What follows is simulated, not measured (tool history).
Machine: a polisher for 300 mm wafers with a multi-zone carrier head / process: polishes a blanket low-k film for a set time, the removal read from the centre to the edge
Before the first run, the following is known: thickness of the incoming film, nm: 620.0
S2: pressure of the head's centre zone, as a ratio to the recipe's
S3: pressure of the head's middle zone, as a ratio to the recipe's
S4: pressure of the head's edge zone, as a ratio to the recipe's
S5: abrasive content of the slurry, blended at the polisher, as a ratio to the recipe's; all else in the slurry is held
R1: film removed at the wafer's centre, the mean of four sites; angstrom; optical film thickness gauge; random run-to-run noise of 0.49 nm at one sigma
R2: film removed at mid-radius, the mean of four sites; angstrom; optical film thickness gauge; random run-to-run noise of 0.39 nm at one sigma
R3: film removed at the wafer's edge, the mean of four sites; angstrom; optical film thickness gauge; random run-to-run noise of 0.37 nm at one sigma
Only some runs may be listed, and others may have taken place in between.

run 1 day=0 | flow_of_slurry_(ml/min)=175 S2=1 S3=1 S4=1 S5=1 polishing_time_(s)=70 | R1=446.52 R2=430.14 R3=440.68
run 2 day=0.342 | flow_of_slurry_(ml/min)=170 S2=1 S3=0.99 S4=0.97 S5=0.95 polishing_time_(s)=70 | R1=441.54 R2=416.89 R3=424.55
run 3 day=0.404 | flow_of_slurry_(ml/min)=170 S2=1 S3=0.99 S4=0.91 S5=0.95 polishing_time_(s)=70 | R1=441.7 R2=424.93 R3=415.71
run 4 day=0.742 | flow_of_slurry_(ml/min)=170 S2=1.08 S3=0.99 S4=0.91 S5=0.95 polishing_time_(s)=70 | R1=476.36 R2=427.82 R3=416.62
run 5 day=0.996 | flow_of_slurry_(ml/min)=170 S2=1.08 S3=0.99 S4=0.87 S5=0.95 polishing_time_(s)=70 | R1=477.65 R2=418.57 R3=410.25
run 6 day=1.096 | flow_of_slurry_(ml/min)=170 S2=1.04 S3=0.99 S4=0.87 S5=0.95 polishing_time_(s)=70 | R1=460.59 R2=422.49 R3=405.38

Run 7 is up next; what results do you expect?
run 7 day=1.383 | flow_of_slurry_(ml/min)=165 S2=1.02 S3=0.98 S4=0.86 S5=0.9 polishing_time_(s)=70 | R1=? R2=? R3=?

R1: 443.16 angstrom
R2: 412.89 angstrom
R3: 396.3 angstrom
